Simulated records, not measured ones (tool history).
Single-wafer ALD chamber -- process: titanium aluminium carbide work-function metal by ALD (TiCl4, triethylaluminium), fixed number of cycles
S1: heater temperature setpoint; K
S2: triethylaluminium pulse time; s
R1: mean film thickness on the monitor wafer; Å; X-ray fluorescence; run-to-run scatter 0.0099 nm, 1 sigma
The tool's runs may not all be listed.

Run 1, day 0: S1 558.15 K, S2 8.81 s. Result: R1 18.61 Å.
Run 2, day 0.308: S1 558.15 K, S2 7.17 s. Result: R1 17.856 Å.
Run 3, day 0.625: S1 558.15 K, S2 9.42 s. Result: R1 18.621 Å.
Run 4, day 0.908: S1 566.15 K, S2 9.42 s. Result: R1 19.455 Å.
Run 5, day 1.108: S1 568.15 K, S2 9.53 s. Result: R1 19.566 Å.
Run 6, day 1.462: S1 568.15 K, S2 7.35 s. Result: R1 18.859 Å.
Run 7, day 1.633: S1 570.15 K, S2 7.65 s. Result: R1 19.327 Å.
Run 8, day 1.721: S1 572.15 K, S2 7.77 s. Result: R1 19.403 Å.

Run 9 is up next; what results do you expect?
Run 9, day 2.021: S1 573.15 K, S2 7.97 s. Result: R1 ?.

{"run 9": {"R1": 19.602}}
